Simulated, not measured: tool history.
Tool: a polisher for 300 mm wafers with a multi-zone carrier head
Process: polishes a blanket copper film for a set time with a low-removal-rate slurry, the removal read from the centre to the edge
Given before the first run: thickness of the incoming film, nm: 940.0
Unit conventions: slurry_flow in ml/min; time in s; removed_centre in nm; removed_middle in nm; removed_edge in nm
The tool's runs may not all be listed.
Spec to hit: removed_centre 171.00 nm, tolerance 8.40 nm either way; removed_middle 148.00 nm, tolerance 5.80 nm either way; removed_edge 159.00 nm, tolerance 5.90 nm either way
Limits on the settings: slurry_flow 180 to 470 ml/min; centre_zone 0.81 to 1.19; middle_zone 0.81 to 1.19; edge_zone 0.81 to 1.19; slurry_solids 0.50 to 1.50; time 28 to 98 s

run,hour,slurry_flow,centre_zone,middle_zone,edge_zone,slurry_solids,time,removed_centre,removed_middle,removed_edge
1,0.0,300,1.00,1.00,1.00,1.00,63,122.79,122.47,116.87
2,2.5,300,0.97,1.00,1.00,1.00,63,118.00,119.99,116.14
3,7.0,300,0.98,0.99,1.01,1.05,64,124.58,122.63,122.24
4,11.1,300,0.99,1.00,1.02,1.10,64,128.94,126.06,124.85
5,17.6,300,0.99,1.00,1.02,1.15,64,124.26,128.39,123.40
6,22.4,300,1.04,1.00,1.02,1.15,64,132.04,127.13,122.35
7,30.2,300,1.05,0.99,1.03,1.20,65,137.34,130.79,127.99
8,34.4,300,1.06,0.99,1.04,1.25,66,140.45,133.29,130.93
9,42.9,300,1.07,0.99,1.05,1.30,67,146.41,136.33,136.40
10,49.7,300,1.08,0.99,1.06,1.30,67,147.82,137.08,137.50
11,51.8,300,1.09,0.99,1.07,1.30,67,150.91,137.01,137.23
12,53.7,300,1.09,0.99,1.08,1.30,67,150.30,137.16,138.97
13,60.3,300,1.10,0.99,1.09,1.30,67,150.39,140.54,135.22
14,65.9,300,1.10,0.98,1.09,1.30,68,150.62,136.26,140.62
15,73.1,300,1.10,0.98,1.09,1.30,68,155.34,136.00,141.61
16,74.0,300,1.10,0.98,1.09,1.30,68,153.27,137.79,142.72
17,76.8,300,1.11,0.98,1.10,1.30,68,156.53,135.42,141.59

Pick the move, out of 5, that brings all results within their allowed miss; only one does.
A,79.6,210,1.03,0.90,1.12,1.40,74,?,?,?
B,79.6,235,1.11,0.95,1.08,1.40,77,?,?,?
C,79.6,265,1.16,0.82,1.19,1.20,74,?,?,?
D,79.6,365,1.01,1.05,1.10,1.50,67,?,?,?
E,79.6,235,1.02,0.93,1.17,1.25,76,?,?,?

move,removed_centre,removed_middle,removed_edge
A,150.12,136.68,155.04
B,169.44,150.51,160.17
C,165.55,126.64,157.94
D,145.75,150.77,147.96
E,151.50,142.29,160.33
A: puts the biggest miss on target and leaves a different result outside tolerance
B: meets every target
C: puts the biggest miss on target and leaves a different result outside tolerance
D: as far off as the last run
E: puts the biggest miss on target and leaves a different result outside tolerance
The right move is B.
